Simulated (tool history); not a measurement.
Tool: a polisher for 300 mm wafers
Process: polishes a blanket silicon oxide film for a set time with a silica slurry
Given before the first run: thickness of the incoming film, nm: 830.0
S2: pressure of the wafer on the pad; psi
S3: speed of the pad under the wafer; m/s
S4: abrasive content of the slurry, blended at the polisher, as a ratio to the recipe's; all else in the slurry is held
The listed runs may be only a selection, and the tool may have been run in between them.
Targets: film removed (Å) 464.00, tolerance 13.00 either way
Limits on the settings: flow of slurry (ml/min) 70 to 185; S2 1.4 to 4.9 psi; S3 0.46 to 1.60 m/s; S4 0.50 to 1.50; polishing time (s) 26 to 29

run 1 hour=0.0 | flow_of_slurry_(ml/min)=120 S2=3.1 S3=1.02 S4=1.00 polishing_time_(s)=29 | film_removed_(Å)=524.05
run 2 hour=7.8 | flow_of_slurry_(ml/min)=120 S2=3.1 S3=1.02 S4=1.15 polishing_time_(s)=29 | film_removed_(Å)=560.68
run 3 hour=11.1 | flow_of_slurry_(ml/min)=120 S2=3.8 S3=1.02 S4=1.15 polishing_time_(s)=29 | film_removed_(Å)=681.85
run 4 hour=16.7 | flow_of_slurry_(ml/min)=90 S2=3.8 S3=1.02 S4=1.15 polishing_time_(s)=29 | film_removed_(Å)=634.15
run 5 hour=19.2 | flow_of_slurry_(ml/min)=85 S2=3.5 S3=1.02 S4=1.15 polishing_time_(s)=29 | film_removed_(Å)=579.00
run 6 hour=23.5 | flow_of_slurry_(ml/min)=85 S2=4.0 S3=1.02 S4=1.15 polishing_time_(s)=29 | film_removed_(Å)=661.39
run 7 hour=24.9 | flow_of_slurry_(ml/min)=80 S2=3.6 S3=1.02 S4=1.15 polishing_time_(s)=29 | film_removed_(Å)=580.65
run 8 hour=27.7 | flow_of_slurry_(ml/min)=80 S2=3.4 S3=1.02 S4=1.15 polishing_time_(s)=29 | film_removed_(Å)=546.88
run 9 hour=31.6 | flow_of_slurry_(ml/min)=75 S2=2.8 S3=1.02 S4=1.15 polishing_time_(s)=29 | film_removed_(Å)=443.93

Which one of the following 4 next-run settings gets every result inside its allowed miss? There is exactly one.
run A hour=35.5 | flow_of_slurry_(ml/min)=75 S2=2.6 S3=1.10 S4=1.20 polishing_time_(s)=29 | film_removed_(Å)=?
run B hour=35.5 | flow_of_slurry_(ml/min)=75 S2=3.7 S3=0.72 S4=1.05 polishing_time_(s)=28 | film_removed_(Å)=?
run C hour=35.5 | flow_of_slurry_(ml/min)=75 S2=2.9 S3=0.92 S4=1.10 polishing_time_(s)=28 | film_removed_(Å)=?
run D hour=35.5 | flow_of_slurry_(ml/min)=90 S2=3.0 S3=0.94 S4=1.15 polishing_time_(s)=28 | film_removed_(Å)=?

move=A film_removed_(Å)=446.17
move=B film_removed_(Å)=429.36
move=C film_removed_(Å)=407.26
move=D film_removed_(Å)=462.85
A: an improvement on the last run, though not all results are within tolerance
B: lands further from the targets than the last run did
C: lands further from the targets than the last run did
D: meets every target
Answer: D

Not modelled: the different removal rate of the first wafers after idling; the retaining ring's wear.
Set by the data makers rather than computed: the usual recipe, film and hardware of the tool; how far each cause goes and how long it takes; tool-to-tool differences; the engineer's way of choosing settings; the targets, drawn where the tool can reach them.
